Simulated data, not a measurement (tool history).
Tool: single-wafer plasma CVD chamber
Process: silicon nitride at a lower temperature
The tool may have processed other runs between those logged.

run  hour  heater temperature setpoint (K)  chamber pressure (Pa)  RF power (W)  deposition time (s)  mean film thickness on the monitor wafer (angstrom)
  1     0                           608.15                    257           355                 30.2                                               445.68
  2   8.2                           608.15                    257           355                 31.1                                               460.37
  3  10.3                           608.15                    245           340                   31                                               438.16
  4    11                           608.15                    269           340                   31                                               449.27
  5  14.3                           608.15                    269           305                   31                                               411.01
  6  18.3                           603.15                    269           305                   31                                                410.8
  7  20.1                           603.15                    257           300                   31                                               399.91
  8  21.5                           603.15                    245           295                   31                                               391.59

Expected results for the next run?
  9  27.5                           603.15                    235           290                   31                                                    ?

{"run 9": {"mean film thickness on the monitor wafer (angstrom)": 382.88}}
